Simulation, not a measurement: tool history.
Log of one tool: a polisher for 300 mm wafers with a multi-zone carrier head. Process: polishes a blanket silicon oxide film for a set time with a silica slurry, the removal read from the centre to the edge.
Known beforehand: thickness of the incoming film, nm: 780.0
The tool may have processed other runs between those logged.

run	hour	flow of slurry (ml/min)	pressure of the head's centre zone	pressure of the head's middle zone	pressure of the head's edge zone	abrasive content of the slurry	polishing time (s)	film removed at the wafer's centre (nm)	film removed at mid-radius (nm)	film removed at the wafer's edge (nm)
1	0	285	1	1	1	1	56	246.62	235.23	235.07
2	7.3	285	1	1	1	0.9	56	226.84	219.58	225.18
3	10.9	345	1	1	1	0.9	56	232.1	221.18	226.01
4	19.8	345	1.03	0.97	1.04	0.95	56	248.84	226.4	236.26
5	25.4	345	1.03	0.97	0.96	0.95	56	251.12	226.31	237.47
6	34.3	345	1.03	0.94	0.96	0.95	56	248.67	219.37	236.97
7	40.4	345	1.05	0.91	0.96	1	56	260.03	223.09	241.25

Run 8 has not been measured yet. What should we expect?
8	48.1	370	1.07	0.89	0.98	1.05	57	?	?	?

{"run 8": {"film removed at the wafer's centre (nm)": 280.13, "film removed at mid-radius (nm)": 228.82, "film removed at the wafer's edge (nm)": 254.07}}

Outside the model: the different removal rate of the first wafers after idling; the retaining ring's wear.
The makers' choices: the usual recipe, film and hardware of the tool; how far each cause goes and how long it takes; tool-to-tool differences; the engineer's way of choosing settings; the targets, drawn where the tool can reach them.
